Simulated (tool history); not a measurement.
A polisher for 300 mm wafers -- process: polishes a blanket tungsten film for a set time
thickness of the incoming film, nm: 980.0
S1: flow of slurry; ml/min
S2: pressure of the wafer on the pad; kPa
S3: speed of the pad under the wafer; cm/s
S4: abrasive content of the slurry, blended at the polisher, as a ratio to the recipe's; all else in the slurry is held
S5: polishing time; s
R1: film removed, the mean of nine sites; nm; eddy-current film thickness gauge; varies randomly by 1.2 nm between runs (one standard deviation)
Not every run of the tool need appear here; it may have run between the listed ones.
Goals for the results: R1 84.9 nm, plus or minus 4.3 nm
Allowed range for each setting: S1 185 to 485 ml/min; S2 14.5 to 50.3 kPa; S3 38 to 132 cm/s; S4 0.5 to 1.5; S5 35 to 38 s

run  hour   S1    S2  S3  S4  S5      R1
  1     0  310  32.4  84   1  38   163.1
  2   7.8  345  32.4  84   1  38  159.81
  3   8.8  345  27.6  82   1  38  132.89
  4  17.5  310  27.6  82   1  38   138.5
  5  21.7  315  23.4  80   1  38  108.23
  6  24.4  315  20.7  80   1  38  98.837
  7  25.8  315  19.3  80   1  38  91.069
  8  27.7  315  18.6  80   1  38  90.698
  9  30.3  315  15.9  80   1  38  77.659
 10  36.6  315  15.9  80   1  38  78.345
 11  40.8  315  18.6  80   1  38  89.814

Pick the move, out of 5, that brings all results within their allowed miss; only one does.
  A    45  325  21.4  80     1  36   ?
  B    45  325  15.9  94   1.1  35   ?
  C    45  410  15.2  90   0.9  35   ?
  D    45  285  19.3  72  0.95  35   ?
  E    45  315  15.9  82     1  35   ?

move      R1
   A  98.447
   B   86.66
   C  76.545
   D  76.412
   E   73.67
A: its largest miss is bigger than the last run's
B: every result lands within tolerance
C: carries the result that was furthest off beyond its target, to the other side
D: carries the result that was furthest off beyond its target, to the other side
E: carries the result that was furthest off beyond its target, to the other side
B meets every target.
